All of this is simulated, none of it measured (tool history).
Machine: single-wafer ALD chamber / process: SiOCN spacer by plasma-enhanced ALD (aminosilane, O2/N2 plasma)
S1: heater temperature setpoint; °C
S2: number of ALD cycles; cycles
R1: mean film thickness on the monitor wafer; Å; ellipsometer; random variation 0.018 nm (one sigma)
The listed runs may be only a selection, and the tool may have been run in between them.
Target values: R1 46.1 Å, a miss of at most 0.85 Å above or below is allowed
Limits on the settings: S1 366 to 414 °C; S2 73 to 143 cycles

Run 1, hour 0: S1 390 °C, S2 108 cycles. Result: R1 61.301 Å.
Run 2, hour 0.5: S1 390 °C, S2 99 cycles. Result: R1 56.132 Å.
Run 3, hour 5.1: S1 395 °C, S2 99 cycles. Result: R1 56.375 Å.
Run 4, hour 12.5: S1 395 °C, S2 93 cycles. Result: R1 52.507 Å.
Run 5, hour 18: S1 395 °C, S2 89 cycles. Result: R1 50.929 Å.
Run 6, hour 24: S1 395 °C, S2 97 cycles. Result: R1 54.984 Å.
Run 7, hour 27: S1 395 °C, S2 92 cycles. Result: R1 52.679 Å.
Run 8, hour 31.9: S1 395 °C, S2 75 cycles. Result: R1 42.634 Å.
Run 9, hour 37.4: S1 395 °C, S2 77 cycles. Result: R1 43.984 Å.
Run 10, hour 44.2: S1 395 °C, S2 78 cycles. Result: R1 44.032 Å.
Run 11, hour 52.6: S1 395 °C, S2 79 cycles. Result: R1 44.773 Å.

Next run, 5 choices. One meets every target within its allowed miss, the rest don't. Which?
Run A, hour 61: S1 395 °C, S2 78 cycles. Result: R1 ?.
Run B, hour 61: S1 400 °C, S2 76 cycles. Result: R1 ?.
Run C, hour 61: S1 404 °C, S2 82 cycles. Result: R1 ?.
Run D, hour 61: S1 397 °C, S2 78 cycles. Result: R1 ?.
Run E, hour 61: S1 390 °C, S2 77 cycles. Result: R1 ?.

move      R1
   A  44.315
   B  43.179
   C  46.263
   D  44.315
   E  43.747
A: lands further from the targets than the last run did
B: lands further from the targets than the last run did
C: meets every target
D: lands further from the targets than the last run did
E: lands further from the targets than the last run did
C is the move that brings every result within its allowed miss.
